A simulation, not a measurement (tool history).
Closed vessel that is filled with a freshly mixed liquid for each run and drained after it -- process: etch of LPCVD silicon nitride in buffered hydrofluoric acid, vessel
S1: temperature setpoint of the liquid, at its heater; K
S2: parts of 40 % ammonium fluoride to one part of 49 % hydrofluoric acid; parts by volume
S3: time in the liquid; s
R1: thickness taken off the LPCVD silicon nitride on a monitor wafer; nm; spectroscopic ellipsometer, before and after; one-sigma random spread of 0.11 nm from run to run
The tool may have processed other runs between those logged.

{"run": 1, "hour": 0.0, "S1": 296.15, "S2": 17.0, "S3": 1205, "R1": 9.5616}
{"run": 2, "hour": 1.0, "S1": 292.65, "S2": 17.0, "S3": 1205, "R1": 7.9406}
{"run": 3, "hour": 8.6, "S1": 293.65, "S2": 16.5, "S3": 1205, "R1": 8.6333}
{"run": 4, "hour": 17.3, "S1": 293.65, "S2": 20.0, "S3": 1205, "R1": 7.137}
{"run": 5, "hour": 17.9, "S1": 293.65, "S2": 20.0, "S3": 1205, "R1": 7.1033}
{"run": 6, "hour": 20.8, "S1": 294.65, "S2": 19.0, "S3": 1205, "R1": 7.9068}

What does the tool deliver on the next run?
{"run": 7, "hour": 29.5, "S1": 295.65, "S2": 18.0, "S3": 1205, "R1": "?"}

R1: 8.8673 nm

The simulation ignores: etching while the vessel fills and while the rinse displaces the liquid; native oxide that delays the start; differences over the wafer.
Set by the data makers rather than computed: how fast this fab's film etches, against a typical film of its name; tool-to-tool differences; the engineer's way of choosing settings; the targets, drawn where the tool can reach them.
